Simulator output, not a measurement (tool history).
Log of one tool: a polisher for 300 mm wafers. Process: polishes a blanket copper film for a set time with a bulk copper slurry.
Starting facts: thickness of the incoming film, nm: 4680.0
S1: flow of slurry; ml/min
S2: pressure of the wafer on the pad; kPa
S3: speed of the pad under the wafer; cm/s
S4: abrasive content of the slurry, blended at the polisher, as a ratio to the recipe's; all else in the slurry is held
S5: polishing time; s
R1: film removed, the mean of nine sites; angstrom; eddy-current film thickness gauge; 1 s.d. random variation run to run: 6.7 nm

run 1 hour=0 | S1=230 S2=18.6 S3=102 S4=1 S5=116 | R1=11001
run 2 hour=7.1 | S1=230 S2=18.6 S3=128 S4=1 S5=116 | R1=13885
run 3 hour=15 | S1=225 S2=15.2 S3=116 S4=1 S5=116 | R1=10364
run 4 hour=19.9 | S1=225 S2=17.9 S3=116 S4=1 S5=116 | R1=12097
run 5 hour=27.8 | S1=225 S2=13.8 S3=116 S4=1 S5=116 | R1=9308.7
run 6 hour=31.4 | S1=225 S2=13.8 S3=116 S4=1 S5=122 | R1=9740.8
run 7 hour=39.1 | S1=225 S2=12.4 S3=110 S4=1 S5=122 | R1=8347.8

Run 8 has not been measured yet. What should we expect?
run 8 hour=46.7 | S1=225 S2=11 S3=106 S4=1 S5=122 | R1=?

{"run 8": {"R1": 7264.2}}
